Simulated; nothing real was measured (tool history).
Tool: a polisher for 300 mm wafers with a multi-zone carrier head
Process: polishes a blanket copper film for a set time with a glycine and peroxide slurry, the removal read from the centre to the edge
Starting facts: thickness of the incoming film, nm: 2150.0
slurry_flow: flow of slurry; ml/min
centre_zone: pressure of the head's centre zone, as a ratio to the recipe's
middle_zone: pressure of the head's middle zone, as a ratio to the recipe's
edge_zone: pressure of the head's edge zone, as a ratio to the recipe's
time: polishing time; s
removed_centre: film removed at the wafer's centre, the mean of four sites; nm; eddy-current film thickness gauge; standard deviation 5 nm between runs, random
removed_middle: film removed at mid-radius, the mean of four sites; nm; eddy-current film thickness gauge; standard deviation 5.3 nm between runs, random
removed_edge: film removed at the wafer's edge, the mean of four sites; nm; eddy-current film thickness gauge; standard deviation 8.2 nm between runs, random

Run 1, hour 0.0: slurry_flow 170 ml/min, centre_zone 1.00, middle_zone 1.00, edge_zone 1.00, time 90 s. Result: removed_centre 484.81 nm, removed_middle 472.82 nm, removed_edge 495.64 nm.
Run 2, hour 8.8: slurry_flow 170 ml/min, centre_zone 1.00, middle_zone 1.00, edge_zone 1.00, time 103 s. Result: removed_centre 553.30 nm, removed_middle 536.11 nm, removed_edge 567.77 nm.
Run 3, hour 9.5: slurry_flow 170 ml/min, centre_zone 1.06, middle_zone 1.00, edge_zone 1.00, time 103 s. Result: removed_centre 585.12 nm, removed_middle 520.92 nm, removed_edge 560.31 nm.
Run 4, hour 18.3: slurry_flow 170 ml/min, centre_zone 1.06, middle_zone 0.99, edge_zone 1.02, time 103 s. Result: removed_centre 581.60 nm, removed_middle 529.99 nm, removed_edge 549.40 nm.
Run 5, hour 21.1: slurry_flow 170 ml/min, centre_zone 1.05, middle_zone 0.98, edge_zone 1.00, time 104 s. Result: removed_centre 583.49 nm, removed_middle 529.75 nm, removed_edge 559.86 nm.
Run 6, hour 28.1: slurry_flow 165 ml/min, centre_zone 1.05, middle_zone 0.96, edge_zone 1.02, time 105 s. Result: removed_centre 594.11 nm, removed_middle 523.97 nm, removed_edge 587.94 nm.
Run 7, hour 35.9: slurry_flow 165 ml/min, centre_zone 1.05, middle_zone 0.96, edge_zone 1.03, time 105 s. Result: removed_centre 581.52 nm, removed_middle 526.81 nm, removed_edge 568.52 nm.
Run 8, hour 44.7: slurry_flow 165 ml/min, centre_zone 1.04, middle_zone 0.94, edge_zone 1.03, time 106 s. Result: removed_centre 596.83 nm, removed_middle 517.57 nm, removed_edge 581.45 nm.
Run 9, hour 45.7: slurry_flow 165 ml/min, centre_zone 1.03, middle_zone 0.93, edge_zone 1.03, time 107 s. Result: removed_centre 587.58 nm, removed_middle 525.98 nm, removed_edge 584.79 nm.

For run 10, what comes out?
Run 10, hour 51.3: slurry_flow 160 ml/min, centre_zone 1.03, middle_zone 0.92, edge_zone 1.04, time 108 s. Result: removed_centre ?, removed_middle ?, removed_edge ?.

Logged for run 10: removed_centre 588.85 nm, removed_middle 512.73 nm, removed_edge 594.66 nm.

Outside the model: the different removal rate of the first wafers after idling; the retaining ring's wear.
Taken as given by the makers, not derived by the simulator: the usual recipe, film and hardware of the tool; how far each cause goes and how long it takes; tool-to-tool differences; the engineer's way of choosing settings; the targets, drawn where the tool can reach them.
